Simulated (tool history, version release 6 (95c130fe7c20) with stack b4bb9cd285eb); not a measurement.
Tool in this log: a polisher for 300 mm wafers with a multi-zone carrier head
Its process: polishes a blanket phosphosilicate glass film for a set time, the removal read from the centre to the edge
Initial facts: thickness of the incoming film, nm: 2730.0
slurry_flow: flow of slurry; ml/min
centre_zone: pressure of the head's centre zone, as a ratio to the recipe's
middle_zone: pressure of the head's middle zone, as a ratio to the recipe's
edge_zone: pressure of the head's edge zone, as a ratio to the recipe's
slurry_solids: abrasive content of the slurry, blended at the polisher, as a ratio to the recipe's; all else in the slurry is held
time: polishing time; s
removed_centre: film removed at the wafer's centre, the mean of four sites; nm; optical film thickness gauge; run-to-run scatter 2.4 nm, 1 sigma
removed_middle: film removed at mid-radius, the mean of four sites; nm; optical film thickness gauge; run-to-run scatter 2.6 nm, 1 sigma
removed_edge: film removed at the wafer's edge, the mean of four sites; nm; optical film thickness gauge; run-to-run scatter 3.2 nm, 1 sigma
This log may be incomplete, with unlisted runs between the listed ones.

run  hour  slurry_flow  centre_zone  middle_zone  edge_zone  slurry_solids  time  removed_centre  removed_middle  removed_edge
  1   0.0          320         1.00         1.00       1.00           1.00    46          465.68          423.71        413.05
  2   2.7          320         0.97         0.98       0.96           0.85    42          389.68          360.21        344.54
  3   7.5          320         0.97         0.98       0.96           1.05    42          418.12          378.87        379.82
  4  13.3          320         0.97         0.91       0.96           1.05    42          420.22          359.47        386.92
  5  16.1          320         0.94         0.91       0.93           0.90    40          371.23          332.37        342.05
  6  17.9          315         0.93         0.90       0.91           0.75    38          326.68          286.72        299.51
  7  20.3          315         0.92         0.91       0.89           0.65    37          298.33          271.37        270.23

Run 8 is up next; what results do you expect?
  8  21.3          310         0.91         0.91       0.87           0.60    37               ?               ?             ?

{"run 8": {"removed_centre": 289.02, "removed_middle": 262.63, "removed_edge": 256.85}}

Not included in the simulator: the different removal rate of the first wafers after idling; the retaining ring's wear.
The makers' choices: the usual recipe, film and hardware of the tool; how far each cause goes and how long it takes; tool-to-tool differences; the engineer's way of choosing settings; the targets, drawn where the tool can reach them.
